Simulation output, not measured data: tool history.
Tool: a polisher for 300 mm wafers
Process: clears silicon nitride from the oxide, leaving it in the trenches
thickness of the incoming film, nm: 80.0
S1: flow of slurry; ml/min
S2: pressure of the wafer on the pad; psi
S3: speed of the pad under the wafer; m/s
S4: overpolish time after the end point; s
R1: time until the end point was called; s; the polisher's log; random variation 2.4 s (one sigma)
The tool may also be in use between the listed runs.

run 1 hour=0.0 | S1=165 S2=3.5 S3=1.10 S4=14 | R1=69.959
run 2 hour=2.8 | S1=165 S2=3.5 S3=1.10 S4=15 | R1=70.488
run 3 hour=8.6 | S1=165 S2=3.5 S3=1.10 S4=15 | R1=69.122
run 4 hour=13.1 | S1=165 S2=2.9 S3=1.04 S4=15 | R1=90.381
run 5 hour=18.0 | S1=165 S2=2.5 S3=1.02 S4=15 | R1=104.750
run 6 hour=19.2 | S1=125 S2=2.5 S3=1.02 S4=15 | R1=109.250
run 7 hour=20.3 | S1=125 S2=2.3 S3=1.02 S4=15 | R1=116.380

The next listed run, before its measurement:
run 8 hour=24.9 | S1=125 S2=2.1 S3=1.02 S4=15 | R1=?

Run 8 gave R1 127.520 s.
